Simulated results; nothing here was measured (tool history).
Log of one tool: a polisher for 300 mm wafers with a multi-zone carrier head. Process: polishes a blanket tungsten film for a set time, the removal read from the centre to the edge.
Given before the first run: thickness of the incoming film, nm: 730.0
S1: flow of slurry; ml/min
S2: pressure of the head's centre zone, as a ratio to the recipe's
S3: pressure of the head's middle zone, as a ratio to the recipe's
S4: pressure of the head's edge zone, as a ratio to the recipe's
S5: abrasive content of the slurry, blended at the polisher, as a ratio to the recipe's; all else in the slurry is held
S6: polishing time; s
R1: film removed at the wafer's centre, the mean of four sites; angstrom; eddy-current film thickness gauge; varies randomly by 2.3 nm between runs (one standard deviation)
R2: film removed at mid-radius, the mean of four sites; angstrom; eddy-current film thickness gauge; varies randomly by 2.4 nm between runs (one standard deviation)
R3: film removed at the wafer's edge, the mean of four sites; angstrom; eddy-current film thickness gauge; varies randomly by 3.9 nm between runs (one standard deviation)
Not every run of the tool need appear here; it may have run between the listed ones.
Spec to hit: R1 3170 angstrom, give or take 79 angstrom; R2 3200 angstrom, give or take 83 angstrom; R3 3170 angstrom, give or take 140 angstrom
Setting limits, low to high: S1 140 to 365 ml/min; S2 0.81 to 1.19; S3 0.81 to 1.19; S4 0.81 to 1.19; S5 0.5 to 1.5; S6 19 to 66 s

run,hour,S1,S2,S3,S4,S5,S6,R1,R2,R3
1,0,235,1,1,1,1,42,2590.8,2696.3,2657.5
2,4.1,250,1.02,1.02,1.04,1.05,42,2734.7,2753.4,2677.2
3,13,240,1.01,1.02,1.05,1.15,43,2781.3,2855.1,2894.9
4,17.7,250,1.02,1.04,1.06,1.2,43,2860.7,2947.1,2944.1
5,21.2,250,1.02,1,1.06,1.2,43,2894,2830.2,2993.3
6,26.6,250,1.02,1,1.06,1.2,38,2542.5,2515.2,2591.9
7,32.4,250,1.03,1.03,1.07,1.3,39,2681.7,2688,2708.6
8,37.8,250,1.03,1.03,1.07,1.3,39,2655.7,2746.2,2717.6

Exactly one of the 5 candidate moves below puts every result within its allowed miss. Which one?
A,43.2,220,0.88,0.97,1.04,1.2,51,?,?,?
B,43.2,285,1.05,1.06,1.09,1.25,45,?,?,?
C,43.2,235,0.99,1.17,1.09,1.4,44,?,?,?
D,43.2,265,1,0.95,1.14,1.35,49,?,?,?
E,43.2,175,1.13,1.19,1.02,1.2,46,?,?,?

move,R1,R2,R3
A,2864.6,3233.8,3437
B,3163.5,3204.7,3207.8
C,2919.6,3423.2,3160.7
D,3306.5,3213.4,3621.7
E,3189,3337.7,2976.6
A: moves toward the targets from the last run without getting all of them in spec
B: in spec on every target
C: moves toward the targets from the last run without getting all of them in spec
D: takes the biggest miss from the last run beyond its target
E: brings the last run's worst result on target, with another outside its allowed miss
The right move is B.
